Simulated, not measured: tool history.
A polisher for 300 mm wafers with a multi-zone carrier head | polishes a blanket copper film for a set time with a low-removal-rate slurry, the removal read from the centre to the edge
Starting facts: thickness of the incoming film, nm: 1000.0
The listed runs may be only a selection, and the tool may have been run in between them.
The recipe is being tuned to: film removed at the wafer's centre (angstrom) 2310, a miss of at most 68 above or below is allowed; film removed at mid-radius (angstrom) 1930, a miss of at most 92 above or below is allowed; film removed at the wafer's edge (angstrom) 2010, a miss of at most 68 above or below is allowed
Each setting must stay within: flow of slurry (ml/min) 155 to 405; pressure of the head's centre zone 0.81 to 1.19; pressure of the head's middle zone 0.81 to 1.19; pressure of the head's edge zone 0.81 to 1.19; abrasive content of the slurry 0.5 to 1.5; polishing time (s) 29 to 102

run,day,flow of slurry (ml/min),pressure of the head's centre zone,pressure of the head's middle zone,pressure of the head's edge zone,abrasive content of the slurry,polishing time (s),film removed at the wafer's centre (angstrom),film removed at mid-radius (angstrom),film removed at the wafer's edge (angstrom)
1,0,260,1,1,1,1,65,2415.5,2371.7,2464.7
2,0.283,260,1,1,1,1,57,2075.7,2104.5,2160.2
3,0.462,260,1.01,0.99,0.99,1,57,2126.5,2073.9,2120.9
4,0.725,235,1.01,0.99,0.99,1,57,2120.1,2072.1,2096.3
5,0.912,235,1.02,0.98,0.99,1,57,2116,2037.3,2123.5
6,1.196,235,1.03,0.98,0.98,1,57,2122.7,2089.9,2061.9
7,1.342,240,1.04,0.97,0.98,1,57,2164.1,2081,2105.1
8,1.704,240,1.05,0.96,0.97,1,57,2207.8,2001.8,2088

Which of these 5 next moves meets every target?
A,2.067,225,1.03,0.92,0.89,1.1,54,?,?,?
B,2.067,225,1.09,0.87,0.87,0.85,61,?,?,?
C,2.067,280,1.03,0.95,0.96,0.85,64,?,?,?
D,2.067,225,1.19,1.01,0.88,1,56,?,?,?
E,2.067,195,1.01,0.92,0.96,1,58,?,?,?

move,film removed at the wafer's centre (angstrom),film removed at mid-radius (angstrom),film removed at the wafer's edge (angstrom)
A,2057.3,1907.4,1934
B,2306.1,1953.4,2028.2
C,2335.9,2203.2,2257.9
D,2410.5,2043.7,1946.7
E,2083.2,1973,2079.4
A: further off than the last run
B: every result within its allowed miss
C: brings the last run's worst result on target, with another outside its allowed miss
D: the result that was furthest off in the last run now lies on the other side of its target
E: further off than the last run
The move that meets every target is B.
